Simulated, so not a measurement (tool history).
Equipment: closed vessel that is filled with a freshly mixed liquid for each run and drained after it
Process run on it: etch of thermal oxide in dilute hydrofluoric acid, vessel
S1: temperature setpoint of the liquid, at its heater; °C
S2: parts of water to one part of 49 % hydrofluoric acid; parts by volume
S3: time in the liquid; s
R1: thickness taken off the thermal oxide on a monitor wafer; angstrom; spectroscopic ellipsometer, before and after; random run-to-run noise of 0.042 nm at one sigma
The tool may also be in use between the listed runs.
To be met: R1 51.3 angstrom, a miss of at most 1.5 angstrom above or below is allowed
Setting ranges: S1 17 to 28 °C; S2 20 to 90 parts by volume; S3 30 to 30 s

run  hour    S1  S2  S3      R1
  1     0    20  50  30  22.749
  2     4    20  50  30    22.5
  3   8.4  22.5  50  30  24.924
  4  15.2  22.5  65  30  18.715
  5  18.2    24  55  30  24.262
  6  24.5    25  45  30  31.465
  7  28.7    28  25  30  64.946
  8  31.2    27  25  30  62.958
  9  38.1    26  25  30  60.104
 10  42.4    25  25  30  57.699
 11  50.4  24.5  25  30  56.926
 12  54.9    24  25  30  55.796
 13  61.9  23.5  25  30  54.242

Of the 5 settings listed for the next run, only one would bring every result within its allowed miss of target. Which one?
  A  68.9  20.5  25  30   ?
  B  68.9    25  30  30   ?
  C  68.9  24.5  30  30   ?
  D  68.9  24.5  25  30   ?
  E  68.9    27  30  30   ?

move      R1
   A  47.113
   B  47.189
   C  46.217
   D  55.841
   E  51.245
A: takes the result that was furthest off past its target
B: takes the result that was furthest off past its target
C: takes the result that was furthest off past its target
D: moves away from the targets compared with the last run
E: every result lands within tolerance
So the answer is move E, the one that meets all the targets.

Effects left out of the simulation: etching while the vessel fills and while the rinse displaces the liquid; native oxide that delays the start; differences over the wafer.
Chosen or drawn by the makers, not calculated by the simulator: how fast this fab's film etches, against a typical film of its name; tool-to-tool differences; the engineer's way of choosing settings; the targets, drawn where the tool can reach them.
